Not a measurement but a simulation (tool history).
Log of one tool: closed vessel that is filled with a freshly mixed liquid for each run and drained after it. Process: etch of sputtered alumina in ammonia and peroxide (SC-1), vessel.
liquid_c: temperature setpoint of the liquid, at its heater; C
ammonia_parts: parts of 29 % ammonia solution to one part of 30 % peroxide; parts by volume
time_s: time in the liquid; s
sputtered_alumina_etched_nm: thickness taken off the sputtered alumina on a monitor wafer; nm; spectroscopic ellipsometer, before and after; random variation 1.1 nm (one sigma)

run 1 day=0.000 | liquid_c=47.0 ammonia_parts=0.65 time_s=965 | sputtered_alumina_etched_nm=70.940
run 2 day=0.138 | liquid_c=47.0 ammonia_parts=0.80 time_s=965 | sputtered_alumina_etched_nm=73.535
run 3 day=0.408 | liquid_c=47.0 ammonia_parts=0.80 time_s=965 | sputtered_alumina_etched_nm=74.064
run 4 day=0.754 | liquid_c=47.0 ammonia_parts=0.65 time_s=965 | sputtered_alumina_etched_nm=72.164
run 5 day=1.017 | liquid_c=51.5 ammonia_parts=0.65 time_s=965 | sputtered_alumina_etched_nm=91.186
run 6 day=1.412 | liquid_c=53.5 ammonia_parts=0.65 time_s=965 | sputtered_alumina_etched_nm=101.240
run 7 day=1.467 | liquid_c=55.0 ammonia_parts=0.65 time_s=965 | sputtered_alumina_etched_nm=109.730
run 8 day=1.542 | liquid_c=56.5 ammonia_parts=0.65 time_s=965 | sputtered_alumina_etched_nm=120.430
run 9 day=1.842 | liquid_c=57.5 ammonia_parts=0.65 time_s=965 | sputtered_alumina_etched_nm=126.490

Forecast run 10:
run 10 day=2.042 | liquid_c=58.0 ammonia_parts=0.65 time_s=965 | sputtered_alumina_etched_nm=?

Run 10 gave sputtered_alumina_etched_nm 129.930 nm.
